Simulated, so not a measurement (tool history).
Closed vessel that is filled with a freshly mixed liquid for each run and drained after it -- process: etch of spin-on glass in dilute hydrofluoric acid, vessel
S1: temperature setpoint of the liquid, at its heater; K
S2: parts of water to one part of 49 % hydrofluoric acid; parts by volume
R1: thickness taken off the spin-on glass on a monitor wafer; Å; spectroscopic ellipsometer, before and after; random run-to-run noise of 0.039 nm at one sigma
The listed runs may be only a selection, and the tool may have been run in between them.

run 1 hour=0 | S1=296.15 S2=175 time_in_the_liquid_(s)=165 | R1=190.72
run 2 hour=2.5 | S1=296.15 S2=115 time_in_the_liquid_(s)=165 | R1=311.59
run 3 hour=11.4 | S1=294.65 S2=145 time_in_the_liquid_(s)=165 | R1=222.68
run 4 hour=20.5 | S1=294.65 S2=145 time_in_the_liquid_(s)=165 | R1=224.02
run 5 hour=28.4 | S1=293.65 S2=165 time_in_the_liquid_(s)=165 | R1=187.06
run 6 hour=32.7 | S1=292.65 S2=185 time_in_the_liquid_(s)=165 | R1=156.11
run 7 hour=34.5 | S1=292.15 S2=200 time_in_the_liquid_(s)=165 | R1=138.83
run 8 hour=37.2 | S1=291.65 S2=215 time_in_the_liquid_(s)=165 | R1=125.89
run 9 hour=41.3 | S1=291.15 S2=225 time_in_the_liquid_(s)=165 | R1=115.63

Run 10 comes next. What will it give?
run 10 hour=46.8 | S1=291.15 S2=235 time_in_the_liquid_(s)=165 | R1=?

{"run 10": {"R1": 110.16}}

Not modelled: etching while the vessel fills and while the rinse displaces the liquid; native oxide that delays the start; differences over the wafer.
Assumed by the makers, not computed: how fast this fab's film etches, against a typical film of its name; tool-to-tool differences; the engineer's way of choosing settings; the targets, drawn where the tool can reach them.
